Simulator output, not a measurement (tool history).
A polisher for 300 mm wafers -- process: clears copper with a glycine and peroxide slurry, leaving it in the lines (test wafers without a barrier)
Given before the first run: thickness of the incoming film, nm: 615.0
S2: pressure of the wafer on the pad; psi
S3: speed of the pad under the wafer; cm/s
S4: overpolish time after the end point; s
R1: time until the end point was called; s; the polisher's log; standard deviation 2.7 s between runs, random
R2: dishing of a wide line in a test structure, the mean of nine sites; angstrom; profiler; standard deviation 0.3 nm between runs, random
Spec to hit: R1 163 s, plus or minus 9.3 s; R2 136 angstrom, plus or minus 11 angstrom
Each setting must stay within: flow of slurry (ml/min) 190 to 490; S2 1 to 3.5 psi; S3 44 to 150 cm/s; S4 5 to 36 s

run 1 hour=0 | flow_of_slurry_(ml/min)=315 S2=2.2 S3=96 S4=18 | R1=153.13 R2=442.67
run 2 hour=6.7 | flow_of_slurry_(ml/min)=255 S2=2.2 S3=96 S4=18 | R1=157.14 R2=438.78
run 3 hour=13.6 | flow_of_slurry_(ml/min)=305 S2=2 S3=100 S4=15 | R1=163.5 R2=370.57
run 4 hour=17.5 | flow_of_slurry_(ml/min)=305 S2=1.7 S3=100 S4=15 | R1=186.08 R2=325.67
run 5 hour=24.9 | flow_of_slurry_(ml/min)=265 S2=1.7 S3=100 S4=15 | R1=186.62 R2=326.11
run 6 hour=31.9 | flow_of_slurry_(ml/min)=310 S2=1.6 S3=106 S4=13 | R1=183.16 R2=277.97
run 7 hour=34.8 | flow_of_slurry_(ml/min)=400 S2=1 S3=134 S4=5 | R1=209.85 R2=102.45
run 8 hour=38.1 | flow_of_slurry_(ml/min)=395 S2=1.1 S3=136 S4=5 | R1=199.38 R2=110.2
run 9 hour=40.7 | flow_of_slurry_(ml/min)=390 S2=1.2 S3=138 S4=5 | R1=181.46 R2=119.44
run 10 hour=45 | flow_of_slurry_(ml/min)=385 S2=1.2 S3=138 S4=5 | R1=183.94 R2=120.38
run 11 hour=53.3 | flow_of_slurry_(ml/min)=385 S2=1.2 S3=140 S4=5 | R1=178.41 R2=123.33
run 12 hour=61.8 | flow_of_slurry_(ml/min)=385 S2=1.5 S3=142 S4=5 | R1=150.46 R2=147.21
run 13 hour=70.1 | flow_of_slurry_(ml/min)=390 S2=1.5 S3=142 S4=5 | R1=150.4 R2=150.53
run 14 hour=76.7 | flow_of_slurry_(ml/min)=395 S2=1.5 S3=142 S4=5 | R1=145.81 R2=144.95
run 15 hour=85.2 | flow_of_slurry_(ml/min)=390 S2=1.2 S3=140 S4=6 | R1=183.29 R2=142.69

Which single option among these 4 for the next run brings every result within its allowed miss of target? Just one does.
run A hour=93.7 | flow_of_slurry_(ml/min)=400 S2=1 S3=130 S4=8 | R1=? R2=?
run B hour=93.7 | flow_of_slurry_(ml/min)=405 S2=1.3 S3=150 S4=5 | R1=? R2=?
run C hour=93.7 | flow_of_slurry_(ml/min)=455 S2=1 S3=114 S4=8 | R1=? R2=?
run D hour=93.7 | flow_of_slurry_(ml/min)=355 S2=1.3 S3=130 S4=7 | R1=? R2=?

move=A R1=215.42 R2=161.3
move=B R1=160.15 R2=137.72
move=C R1=232.44 R2=150.61
move=D R1=180.94 R2=168.62
A: moves away from the targets compared with the last run
B: all results in spec
C: moves away from the targets compared with the last run
D: moves away from the targets compared with the last run
So the answer is move B, the one that meets all the targets.

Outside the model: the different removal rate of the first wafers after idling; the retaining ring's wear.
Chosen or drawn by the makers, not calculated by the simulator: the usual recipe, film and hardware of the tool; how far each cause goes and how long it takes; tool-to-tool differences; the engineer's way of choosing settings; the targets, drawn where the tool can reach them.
